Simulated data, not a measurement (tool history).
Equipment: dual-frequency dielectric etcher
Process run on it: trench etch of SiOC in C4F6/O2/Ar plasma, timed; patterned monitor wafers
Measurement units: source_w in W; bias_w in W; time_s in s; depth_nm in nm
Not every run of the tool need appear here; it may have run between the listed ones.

run  hour  source_w  bias_w  time_s  depth_nm
  1   0.0       280     192    17.5    30.883
  2   3.9       290     197    17.5    31.383
  3  11.3       300     203    17.5    32.099
  4  20.3       300     190    17.5    31.359
  5  27.6       300     190    17.5    31.283
  6  29.8       340     190    17.5    32.775
  7  37.8       350     197    17.5    33.140
  8  42.3       350     205    17.5    33.603
  9  46.2       350     212    17.5    34.008
 10  49.3       350     218    17.5    34.452
 11  53.9       350     223    17.5    34.543
 12  56.1       350     228    17.5    34.603
     60.9  -- wet clean of the chamber
 13  60.9       350     233    17.5    36.654
 14  62.4       350     234    17.5    36.417
 15  63.5       350     235    17.5    36.339
 16  70.7       350     236    17.5    36.663
 17  75.6       350     237    17.5    36.400
 18  76.1       350     238    17.5    36.648
 19  77.6       350     239    17.5    36.682
 20  83.6       350     240    17.5    36.882

What will run 21 give?
 21  91.3       350     241    17.5         ?

Run 21 yielded depth_nm 36.962 nm.
